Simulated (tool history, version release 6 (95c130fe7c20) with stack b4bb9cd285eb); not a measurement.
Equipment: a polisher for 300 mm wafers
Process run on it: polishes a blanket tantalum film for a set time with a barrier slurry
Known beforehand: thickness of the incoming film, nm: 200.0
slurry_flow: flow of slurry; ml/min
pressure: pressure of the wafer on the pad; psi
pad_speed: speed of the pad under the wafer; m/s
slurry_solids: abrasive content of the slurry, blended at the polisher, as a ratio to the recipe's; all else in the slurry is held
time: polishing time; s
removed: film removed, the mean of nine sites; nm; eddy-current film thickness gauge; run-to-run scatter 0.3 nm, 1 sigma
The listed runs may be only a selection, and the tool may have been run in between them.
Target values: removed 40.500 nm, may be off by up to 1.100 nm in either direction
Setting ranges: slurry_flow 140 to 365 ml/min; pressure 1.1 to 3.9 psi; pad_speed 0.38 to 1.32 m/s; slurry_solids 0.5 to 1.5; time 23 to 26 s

run  hour  slurry_flow  pressure  pad_speed  slurry_solids  time  removed
  1   0.0          235       2.5       0.84            1.0    26   52.916
  2   0.9          235       2.5       0.94            1.0    26   57.466
  3   3.3          230       2.3       0.94            1.0    26   51.674
  4   4.0          230       2.3       0.94            1.0    26   51.643
  5  10.5          220       2.2       0.94            1.0    26   49.498
  6  19.3          215       2.1       0.94            1.0    26   47.149
  7  23.0          210       2.0       0.94            1.0    26   45.491
  8  29.0          210       1.9       0.94            1.0    26   43.522
  9  31.2          205       1.9       0.94            1.0    26   42.605
 10  34.6          200       1.9       0.94            1.0    26   42.717
 11  38.3          200       1.9       0.94            1.0    26   42.773

5 next moves are on the table. One of them brings every result within its allowed miss. Which?
  A  42.0          170       1.9       1.00            1.0    24        ?
  B  42.0          245       1.8       0.78            1.1    26        ?
  C  42.0          220       1.8       0.86            1.1    25        ?
  D  42.0          200       2.0       0.80            1.1    24        ?
  E  42.0          185       2.0       0.82            1.2    23        ?

move  removed
   A   40.929
   B   37.957
   C   38.452
   D   38.630
   E   38.034
A: all results in spec
B: carries the result that was furthest off beyond its target, to the other side
C: carries the result that was furthest off beyond its target, to the other side
D: carries the result that was furthest off beyond its target, to the other side
E: carries the result that was furthest off beyond its target, to the other side
A is the move that brings every result within its allowed miss.
